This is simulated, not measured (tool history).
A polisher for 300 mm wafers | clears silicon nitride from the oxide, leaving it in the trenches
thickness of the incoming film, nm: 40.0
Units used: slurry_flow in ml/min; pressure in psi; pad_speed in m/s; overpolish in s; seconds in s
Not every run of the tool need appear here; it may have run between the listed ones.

{"run": 1, "hour": 0.0, "slurry_flow": 240, "pressure": 1.9, "pad_speed": 0.82, "overpolish": 34, "seconds": 100.25}
{"run": 2, "hour": 7.1, "slurry_flow": 240, "pressure": 1.9, "pad_speed": 1, "overpolish": 34, "seconds": 82.553}
{"run": 3, "hour": 10.8, "slurry_flow": 215, "pressure": 1.9, "pad_speed": 1, "overpolish": 34, "seconds": 83.685}
{"run": 4, "hour": 16.5, "slurry_flow": 185, "pressure": 1.9, "pad_speed": 1, "overpolish": 34, "seconds": 84.608}
{"run": 5, "hour": 19.6, "slurry_flow": 185, "pressure": 1.9, "pad_speed": 0.84, "overpolish": 34, "seconds": 102.99}
{"hour": 25.2, "done": "slurry nozzle cleaned"}
{"run": 6, "hour": 25.2, "slurry_flow": 185, "pressure": 1.5, "pad_speed": 0.84, "overpolish": 34, "seconds": 118.91}
{"run": 7, "hour": 26.8, "slurry_flow": 185, "pressure": 1.3, "pad_speed": 0.82, "overpolish": 34, "seconds": 137.11}

What does the tool deliver on the next run?
{"run": 8, "hour": 35.8, "slurry_flow": 185, "pressure": 1.1, "pad_speed": 0.82, "overpolish": 34, "seconds": "?"}

{"run 8": {"seconds": 163.83}}

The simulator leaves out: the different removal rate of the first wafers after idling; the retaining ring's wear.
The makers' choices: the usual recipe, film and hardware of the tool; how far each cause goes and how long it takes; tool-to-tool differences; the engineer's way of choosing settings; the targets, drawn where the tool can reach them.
